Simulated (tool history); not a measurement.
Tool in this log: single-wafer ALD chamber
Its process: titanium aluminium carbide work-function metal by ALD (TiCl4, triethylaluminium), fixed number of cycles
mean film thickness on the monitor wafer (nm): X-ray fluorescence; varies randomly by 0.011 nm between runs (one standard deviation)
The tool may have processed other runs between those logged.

| run | hour | heater temperature setpoint (°C) | triethylaluminium pulse time (s) | mean film thickness on the monitor wafer (nm) |
|---|---|---|---|---|
| 1 | 0.0 | 315 | 10.35 | 1.8754 |
| 2 | 4.3 | 320 | 10.96 | 1.9096 |
| 3 | 5.4 | 320 | 8.19 | 1.8386 |
| 4 | 14.2 | 325 | 9.59 | 1.9230 |
| 5 | 16.3 | 328 | 9.97 | 1.9770 |
| 6 | 19.0 | 319 | 9.97 | 1.9120 |
| 7 | 21.5 | 319 | 9.97 | 1.8766 |
| 8 | 22.6 | 323 | 10.37 | 1.9472 |

Expected results for the next run?
| 9 | 26.2 | 325 | 10.56 | ? |

{"run 9": {"mean film thickness on the monitor wafer (nm)": 1.9545}}
